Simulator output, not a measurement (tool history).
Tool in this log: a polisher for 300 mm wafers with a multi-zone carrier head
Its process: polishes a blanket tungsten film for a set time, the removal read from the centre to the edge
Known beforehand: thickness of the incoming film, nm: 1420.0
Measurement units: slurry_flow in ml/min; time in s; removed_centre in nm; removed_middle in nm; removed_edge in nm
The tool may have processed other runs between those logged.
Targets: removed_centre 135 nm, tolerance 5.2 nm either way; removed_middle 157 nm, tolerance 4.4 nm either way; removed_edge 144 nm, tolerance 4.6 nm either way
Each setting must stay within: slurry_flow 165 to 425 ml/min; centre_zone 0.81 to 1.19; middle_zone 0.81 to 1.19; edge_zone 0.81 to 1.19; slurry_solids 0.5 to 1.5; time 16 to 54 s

| run | hour | slurry_flow | centre_zone | middle_zone | edge_zone | slurry_solids | time | removed_centre | removed_middle | removed_edge |
|---|---|---|---|---|---|---|---|---|---|---|
| 1 | 0 | 275 | 1 | 1 | 1 | 1 | 35 | 179.74 | 187.68 | 185.14 |
| 2 | 2.2 | 310 | 1 | 1 | 1 | 1 | 35 | 185.83 | 188.17 | 185.55 |
| 3 | 5.8 | 310 | 1 | 1 | 1 | 0.85 | 35 | 179.37 | 181.38 | 181.2 |
| 4 | 13.6 | 310 | 1 | 1 | 1 | 0.85 | 28 | 146.51 | 146.79 | 145.09 |
| 5 | 15.4 | 310 | 1 | 1 | 1 | 0.85 | 36 | 184.69 | 188.6 | 186.45 |
| 6 | 17.6 | 310 | 0.98 | 1 | 0.98 | 0.8 | 35 | 175.58 | 178.53 | 176.05 |
| 7 | 25.9 | 300 | 0.96 | 1 | 0.96 | 0.75 | 35 | 167.43 | 178.73 | 172.78 |
| 8 | 30.6 | 295 | 0.95 | 1 | 0.94 | 0.7 | 35 | 161.85 | 175.76 | 167.09 |
| 9 | 39.2 | 290 | 0.94 | 0.99 | 0.92 | 0.65 | 35 | 156.92 | 171.18 | 165.53 |

Of the 4 settings listed for the next run, only one would bring every result within its allowed miss of target. Which one?
| A | 47.8 | 275 | 0.86 | 0.96 | 0.97 | 0.55 | 34 | ? | ? | ? |
| B | 47.8 | 270 | 0.81 | 1.18 | 0.94 | 0.5 | 32 | ? | ? | ? |
| C | 47.8 | 240 | 0.82 | 1.07 | 0.9 | 0.7 | 38 | ? | ? | ? |
| D | 47.8 | 340 | 0.9 | 1.03 | 0.92 | 0.5 | 32 | ? | ? | ? |

| move | removed_centre | removed_middle | removed_edge |
|---|---|---|---|
| A | 139.36 | 156.08 | 155.79 |
| B | 121.36 | 168.81 | 141.55 |
| C | 152.13 | 194.28 | 173.03 |
| D | 138.5 | 155.73 | 143.02 |
A: closer than the last run, but not yet in spec
B: puts the biggest miss on target and leaves a different result outside tolerance
C: moves away from the targets compared with the last run
D: every result within its allowed miss
D meets every target.
